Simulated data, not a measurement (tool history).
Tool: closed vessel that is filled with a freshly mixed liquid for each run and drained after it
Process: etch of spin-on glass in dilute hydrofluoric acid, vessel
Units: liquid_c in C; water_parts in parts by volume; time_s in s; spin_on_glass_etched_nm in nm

Run 1, hour 0: liquid_c 25 C, water_parts 175 parts by volume, time_s 105 s. Result: spin_on_glass_etched_nm 19.267 nm.
Run 2, hour 5.1: liquid_c 27.5 C, water_parts 160 parts by volume, time_s 105 s. Result: spin_on_glass_etched_nm 23.368 nm.
Run 3, hour 9.2: liquid_c 29 C, water_parts 145 parts by volume, time_s 105 s. Result: spin_on_glass_etched_nm 27.832 nm.
Run 4, hour 16.3: liquid_c 29 C, water_parts 145 parts by volume, time_s 110 s. Result: spin_on_glass_etched_nm 29.164 nm.
Run 5, hour 25.4: liquid_c 30 C, water_parts 140 parts by volume, time_s 110 s. Result: spin_on_glass_etched_nm 31.505 nm.
Run 6, hour 27.5: liquid_c 31 C, water_parts 135 parts by volume, time_s 110 s. Result: spin_on_glass_etched_nm 33.998 nm.
Run 7, hour 35.8: liquid_c 31.5 C, water_parts 135 parts by volume, time_s 110 s. Result: spin_on_glass_etched_nm 35.032 nm.
Run 8, hour 41.6: liquid_c 32 C, water_parts 135 parts by volume, time_s 110 s. Result: spin_on_glass_etched_nm 35.378 nm.
Run 9, hour 43.4: liquid_c 32.5 C, water_parts 135 parts by volume, time_s 110 s. Result: spin_on_glass_etched_nm 36.034 nm.

Forecast run 10:
Run 10, hour 45.3: liquid_c 33 C, water_parts 135 parts by volume, time_s 110 s. Result: spin_on_glass_etched_nm ?.

spin_on_glass_etched_nm: 36.62 nm

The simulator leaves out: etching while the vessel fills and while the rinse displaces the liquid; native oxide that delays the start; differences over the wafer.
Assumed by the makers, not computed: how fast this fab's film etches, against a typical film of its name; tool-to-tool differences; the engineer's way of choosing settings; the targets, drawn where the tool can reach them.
